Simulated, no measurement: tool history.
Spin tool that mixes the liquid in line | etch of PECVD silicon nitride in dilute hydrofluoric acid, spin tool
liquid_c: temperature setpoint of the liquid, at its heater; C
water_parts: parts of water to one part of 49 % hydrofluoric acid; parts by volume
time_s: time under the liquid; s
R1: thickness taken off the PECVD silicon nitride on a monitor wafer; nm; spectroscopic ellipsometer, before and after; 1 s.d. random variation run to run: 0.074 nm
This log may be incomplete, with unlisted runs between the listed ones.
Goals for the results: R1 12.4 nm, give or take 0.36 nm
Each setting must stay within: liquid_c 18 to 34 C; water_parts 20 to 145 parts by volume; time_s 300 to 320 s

Run 1, day 0: liquid_c 26 C, water_parts 80 parts by volume, time_s 300 s. Result: R1 21.891 nm.
Run 2, day 0.096: liquid_c 26 C, water_parts 80 parts by volume, time_s 300 s. Result: R1 21.847 nm.
Run 3, day 0.408: liquid_c 24.5 C, water_parts 80 parts by volume, time_s 300 s. Result: R1 19.921 nm.
Run 4, day 0.546: liquid_c 22.5 C, water_parts 80 parts by volume, time_s 300 s. Result: R1 17.433 nm.
Run 5, day 0.596: liquid_c 24 C, water_parts 80 parts by volume, time_s 300 s. Result: R1 18.93 nm.
Run 6, day 0.688: liquid_c 21.5 C, water_parts 80 parts by volume, time_s 300 s. Result: R1 16.174 nm.
Run 7, day 0.975: liquid_c 20.5 C, water_parts 80 parts by volume, time_s 300 s. Result: R1 15.222 nm.
Run 8, day 1.296: liquid_c 19.5 C, water_parts 80 parts by volume, time_s 300 s. Result: R1 14.168 nm.
Run 9, day 1.65: liquid_c 19 C, water_parts 80 parts by volume, time_s 300 s. Result: R1 13.573 nm.
Run 10, day 1.917: liquid_c 18.5 C, water_parts 80 parts by volume, time_s 300 s. Result: R1 13.181 nm.

Exercise: of the 4 proposed moves below, exactly one satisfies all targets within the stated allowed misses. Which move is it?
Run A, day 2.183: liquid_c 18.5 C, water_parts 90 parts by volume, time_s 315 s. Result: R1 ?.
Run B, day 2.183: liquid_c 18.5 C, water_parts 80 parts by volume, time_s 310 s. Result: R1 ?.
Run C, day 2.183: liquid_c 18.5 C, water_parts 85 parts by volume, time_s 315 s. Result: R1 ?.
Run D, day 2.183: liquid_c 18 C, water_parts 75 parts by volume, time_s 310 s. Result: R1 ?.

move      R1
   A    12.3
   B  13.574
   C  13.003
   D  13.958
A: hits every target within its allowed miss
B: misses by more than the last run did
C: closes in on the targets versus the last run, not all within tolerance yet
D: misses by more than the last run did
A meets every target.
